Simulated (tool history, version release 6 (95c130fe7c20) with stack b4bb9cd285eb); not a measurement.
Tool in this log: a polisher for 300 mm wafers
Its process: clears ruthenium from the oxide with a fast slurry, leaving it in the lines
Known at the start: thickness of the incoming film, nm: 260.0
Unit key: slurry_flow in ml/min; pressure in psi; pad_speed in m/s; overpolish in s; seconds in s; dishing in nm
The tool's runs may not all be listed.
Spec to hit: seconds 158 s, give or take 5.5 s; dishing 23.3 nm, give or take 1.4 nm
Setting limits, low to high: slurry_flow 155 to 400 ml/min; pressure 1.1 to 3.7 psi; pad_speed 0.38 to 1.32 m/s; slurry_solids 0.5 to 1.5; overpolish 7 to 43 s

run	day	slurry_flow	pressure	pad_speed	slurry_solids	overpolish	seconds	dishing
1	0	255	2.4	0.84	1	22	91.817	44.439
2	0.258	255	2.4	0.98	1	22	80.933	50.269
3	0.346	255	2.2	0.96	1	21	86.895	44.551
4	0.525	255	2.2	0.96	1	25	87.879	50.348
5	0.671	275	2.2	0.96	1	25	89.303	51.434
6	0.833	275	2	0.92	1	24	99.732	43.845
7	0.867	275	1.8	0.9	1	23	112.93	38.138
8	1.075	275	1.7	0.88	1	22	121.15	34.468
9	1.25	275	1.6	0.88	1	21	128.75	31.255
10	1.388	275	1.6	0.88	1	21	128.92	32.052
11	1.475	275	1.5	0.88	1	20	136.24	28.927
12	1.721	275	1.4	0.88	1	20	147.07	27.583
13	2.008	270	1.4	0.88	1	19	145.44	25.92

Pick the move, out of 4, that brings all results within their allowed miss; only one does.
A	2.296	295	1.6	0.76	0.85	16	?	?
B	2.296	215	1.5	0.78	0.9	17	?	?
C	2.296	170	1.8	0.76	0.85	18	?	?
D	2.296	245	1.3	0.86	0.9	18	?	?

move	seconds	dishing
A	170.93	19.213
B	172.85	20.121
C	158.67	22.971
D	178.5	20.596
A: moves the result that the last run missed by most past its target, out the other side
B: moves the result that the last run missed by most past its target, out the other side
C: meets every target
D: moves the result that the last run missed by most past its target, out the other side
Go with C: it meets all targets.

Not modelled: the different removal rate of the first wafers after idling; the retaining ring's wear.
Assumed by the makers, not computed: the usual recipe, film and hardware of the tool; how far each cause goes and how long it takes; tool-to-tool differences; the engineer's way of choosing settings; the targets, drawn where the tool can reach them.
